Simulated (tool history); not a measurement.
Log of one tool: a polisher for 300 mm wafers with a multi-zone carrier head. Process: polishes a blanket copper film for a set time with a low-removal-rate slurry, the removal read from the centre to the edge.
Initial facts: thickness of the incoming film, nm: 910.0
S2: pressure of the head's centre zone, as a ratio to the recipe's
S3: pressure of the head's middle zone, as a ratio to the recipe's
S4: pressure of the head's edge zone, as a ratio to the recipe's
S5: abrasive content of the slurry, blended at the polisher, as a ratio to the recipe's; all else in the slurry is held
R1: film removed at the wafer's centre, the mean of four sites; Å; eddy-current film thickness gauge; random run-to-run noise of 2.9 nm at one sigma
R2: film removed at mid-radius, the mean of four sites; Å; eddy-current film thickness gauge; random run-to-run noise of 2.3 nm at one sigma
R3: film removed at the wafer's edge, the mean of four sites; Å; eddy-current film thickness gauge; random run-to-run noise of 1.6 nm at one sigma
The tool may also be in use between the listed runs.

{"run": 1, "hour": 0.0, "flow of slurry (ml/min)": 160, "S2": 1, "S3": 1, "S4": 1, "S5": 1, "polishing time (s)": 37, "R1": 1191.4, "R2": 1195.6, "R3": 1230.3}
{"run": 2, "hour": 4.5, "flow of slurry (ml/min)": 160, "S2": 1, "S3": 0.92, "S4": 1, "S5": 1, "polishing time (s)": 37, "R1": 1164, "R2": 1142.6, "R3": 1223}
{"run": 3, "hour": 12.0, "flow of slurry (ml/min)": 195, "S2": 1, "S3": 0.92, "S4": 1, "S5": 1, "polishing time (s)": 37, "R1": 1193.6, "R2": 1166.9, "R3": 1237.2}
{"run": 4, "hour": 20.8, "flow of slurry (ml/min)": 200, "S2": 1.03, "S3": 0.94, "S4": 1, "S5": 1.1, "polishing time (s)": 38, "R1": 1350.3, "R2": 1228.5, "R3": 1304.4}
{"run": 5, "hour": 29.1, "flow of slurry (ml/min)": 180, "S2": 1.03, "S3": 0.94, "S4": 1, "S5": 1.1, "polishing time (s)": 38, "R1": 1293.2, "R2": 1223.6, "R3": 1295.7}
{"run": 6, "hour": 30.1, "flow of slurry (ml/min)": 155, "S2": 1.03, "S3": 0.94, "S4": 1, "S5": 1.1, "polishing time (s)": 38, "R1": 1288.4, "R2": 1176.4, "R3": 1257.4}

What will run 7 give?
{"run": 7, "hour": 31.3, "flow of slurry (ml/min)": 160, "S2": 1.04, "S3": 0.98, "S4": 1, "S5": 1.15, "polishing time (s)": 39, "R1": "?", "R2": "?", "R3": "?"}

Run 7 gave R1 1338.2 Å, R2 1287.5 Å, R3 1340.7 Å.

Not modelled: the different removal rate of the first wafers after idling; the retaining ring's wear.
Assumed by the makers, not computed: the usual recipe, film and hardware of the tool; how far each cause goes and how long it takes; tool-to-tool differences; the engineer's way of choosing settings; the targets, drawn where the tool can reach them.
